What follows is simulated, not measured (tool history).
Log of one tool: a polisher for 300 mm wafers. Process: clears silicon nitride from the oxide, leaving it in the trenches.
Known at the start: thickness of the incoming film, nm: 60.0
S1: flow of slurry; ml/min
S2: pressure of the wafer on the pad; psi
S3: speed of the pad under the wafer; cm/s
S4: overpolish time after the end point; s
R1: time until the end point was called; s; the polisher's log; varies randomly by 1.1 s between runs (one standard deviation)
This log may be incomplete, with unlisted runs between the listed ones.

| run | hour | S1 | S2 | S3 | S4 | R1 |
|---|---|---|---|---|---|---|
| 1 | 0 | 300 | 1.9 | 128 | 6 | 100.26 |
| 2 | 2 | 300 | 2 | 128 | 6 | 94.619 |
| 3 | 4.9 | 300 | 2 | 128 | 6 | 95.045 |
| 4 | 12.7 | 250 | 2 | 128 | 6 | 97.36 |
| 5 | 20.1 | 250 | 2 | 128 | 5 | 97.933 |
| 6 | 23.5 | 250 | 2 | 128 | 5 | 100.93 |

Expected results for the next run?
| 7 | 28.1 | 270 | 2.1 | 128 | 5 | ? |

R1: 95.16 s
